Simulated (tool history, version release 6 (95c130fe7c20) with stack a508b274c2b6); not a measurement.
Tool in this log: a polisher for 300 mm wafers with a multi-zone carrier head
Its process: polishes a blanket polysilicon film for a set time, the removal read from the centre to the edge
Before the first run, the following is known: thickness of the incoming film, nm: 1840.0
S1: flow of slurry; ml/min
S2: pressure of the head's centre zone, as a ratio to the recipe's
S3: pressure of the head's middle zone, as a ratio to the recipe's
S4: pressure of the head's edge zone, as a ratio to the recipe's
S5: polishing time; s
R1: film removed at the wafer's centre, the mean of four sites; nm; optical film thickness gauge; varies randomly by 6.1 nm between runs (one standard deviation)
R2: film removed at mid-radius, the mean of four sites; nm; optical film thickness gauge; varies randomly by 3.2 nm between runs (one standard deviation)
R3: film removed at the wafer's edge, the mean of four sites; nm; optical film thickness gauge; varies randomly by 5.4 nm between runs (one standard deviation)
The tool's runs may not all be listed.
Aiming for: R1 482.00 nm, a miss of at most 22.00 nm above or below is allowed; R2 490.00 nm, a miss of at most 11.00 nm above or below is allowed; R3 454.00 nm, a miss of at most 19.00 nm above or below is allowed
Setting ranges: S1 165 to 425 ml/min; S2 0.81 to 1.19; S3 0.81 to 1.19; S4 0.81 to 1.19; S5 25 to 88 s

run,hour,S1,S2,S3,S4,S5,R1,R2,R3
1,0.0,275,1.00,1.00,1.00,56,396.54,372.00,360.42
2,4.4,275,1.00,1.00,1.00,47,338.24,315.43,303.86
3,9.8,275,1.00,1.00,1.00,57,407.64,374.81,373.43
4,15.9,285,1.01,1.05,1.04,59,428.87,408.67,385.01
# hour 20.1: centre zone pressure recalibrated
5,20.1,285,1.01,1.05,1.07,59,387.19,403.01,388.95
6,25.0,340,1.01,1.05,1.07,59,395.89,412.92,393.70
7,29.2,340,1.03,1.06,1.08,61,413.26,431.56,416.19
8,37.7,375,1.13,1.16,1.10,63,480.98,478.53,424.88

Below are 4 possible settings for the next run. Only one of them brings all results inside the allowed miss of their targets. Which is it?
A,46.2,365,1.10,1.13,1.14,66,?,?,?
B,46.2,330,1.11,1.19,1.07,60,?,?,?
C,46.2,425,1.17,1.19,1.08,60,?,?,?
D,46.2,325,1.10,1.13,1.18,62,?,?,?

move,R1,R2,R3
A,490.35,489.60,458.40
B,445.58,457.11,405.50
C,480.65,466.47,413.17
D,455.38,455.17,432.00
A: all results land within tolerance of their targets
B: its largest miss is bigger than the last run's
C: its largest miss is bigger than the last run's
D: its largest miss is bigger than the last run's
Move A is the one to make.
